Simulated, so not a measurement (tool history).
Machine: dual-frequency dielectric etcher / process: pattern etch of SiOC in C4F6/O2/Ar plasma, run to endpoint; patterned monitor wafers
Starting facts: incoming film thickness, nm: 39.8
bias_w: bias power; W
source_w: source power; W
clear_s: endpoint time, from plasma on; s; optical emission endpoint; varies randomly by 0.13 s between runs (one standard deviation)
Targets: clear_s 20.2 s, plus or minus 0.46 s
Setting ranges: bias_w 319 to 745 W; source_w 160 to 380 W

run,hour,bias_w,source_w,clear_s
1,0,532,270,15.414
2,3.6,488,250,16.669
3,12,455,240,17.732
4,13.7,432,240,18.256
5,17.9,509,240,16.507
6,22.6,476,240,17.22
7,23.7,450,240,17.823
8,28.4,430,240,18.424
9,36.4,333,230,22.314
10,39.3,345,230,21.482
11,43.5,353,230,21.597
12,44.2,361,230,20.869
13,51.8,365,230,20.747
14,55.2,368,230,20.703
15,60.6,400,230,19.378

Which single option among these 4 for the next run brings every result within its allowed miss of target? Just one does.
A,66,470,180,?
B,66,389,250,?
C,66,381,230,?
D,66,399,240,?

move,clear_s
A,19.072
B,19.443
C,20.267
D,19.368
A: its largest miss is bigger than the last run's
B: moves toward the targets from the last run without getting all of them in spec
C: hits every target within its allowed miss
D: about the same distance from the targets as the last run
The right move is C.
